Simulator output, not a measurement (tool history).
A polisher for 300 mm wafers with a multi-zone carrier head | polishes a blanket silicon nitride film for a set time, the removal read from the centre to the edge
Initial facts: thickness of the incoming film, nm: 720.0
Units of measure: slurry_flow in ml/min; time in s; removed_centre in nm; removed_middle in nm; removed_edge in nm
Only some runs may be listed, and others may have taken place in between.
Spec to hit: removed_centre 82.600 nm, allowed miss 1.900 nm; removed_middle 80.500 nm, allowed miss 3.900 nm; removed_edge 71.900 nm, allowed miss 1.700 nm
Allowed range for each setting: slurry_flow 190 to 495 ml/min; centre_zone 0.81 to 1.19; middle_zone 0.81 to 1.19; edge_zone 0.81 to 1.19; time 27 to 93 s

| run | day | slurry_flow | centre_zone | middle_zone | edge_zone | time | removed_centre | removed_middle | removed_edge |
|---|---|---|---|---|---|---|---|---|---|
| 1 | 0.000 | 320 | 1.00 | 1.00 | 1.00 | 59 | 89.445 | 89.811 | 90.876 |
| 2 | 0.262 | 320 | 1.00 | 0.95 | 1.00 | 59 | 89.047 | 85.922 | 89.817 |
| 3 | 0.471 | 260 | 1.00 | 0.95 | 1.00 | 59 | 87.933 | 84.573 | 88.646 |
| 4 | 0.804 | 305 | 1.00 | 0.95 | 1.00 | 59 | 89.691 | 85.846 | 89.803 |
| 5 | 1.062 | 380 | 1.00 | 0.95 | 1.00 | 59 | 90.677 | 87.289 | 91.404 |
| 6 | 1.429 | 380 | 1.00 | 0.95 | 1.00 | 71 | 109.140 | 104.750 | 109.830 |
| 7 | 1.717 | 375 | 1.01 | 0.97 | 0.96 | 66 | 102.260 | 99.744 | 99.580 |
| 8 | 2.033 | 370 | 1.01 | 0.97 | 0.93 | 63 | 97.904 | 95.454 | 93.451 |

Which one of the following 5 next-run settings gets every result inside its allowed miss? There is exactly one.
| A | 2.350 | 395 | 1.05 | 1.03 | 0.84 | 51 | ? | ? | ? |
| B | 2.350 | 330 | 1.10 | 1.03 | 0.82 | 52 | ? | ? | ? |
| C | 2.350 | 490 | 1.09 | 1.08 | 0.81 | 48 | ? | ? | ? |
| D | 2.350 | 300 | 1.18 | 1.10 | 0.81 | 49 | ? | ? | ? |
| E | 2.350 | 375 | 1.01 | 1.03 | 0.87 | 50 | ? | ? | ? |

| move | removed_centre | removed_middle | removed_edge |
|---|---|---|---|
| A | 82.420 | 80.994 | 72.483 |
| B | 86.832 | 81.513 | 72.403 |
| C | 81.763 | 80.415 | 67.792 |
| D | 87.136 | 80.602 | 67.410 |
| E | 77.401 | 79.139 | 71.990 |
A: in spec on every target
B: brings the last run's worst result on target, with another outside its allowed miss
C: pushes the last run's worst result past its target
D: pushes the last run's worst result past its target
E: brings the last run's worst result on target, with another outside its allowed miss
The move that meets every target is A.
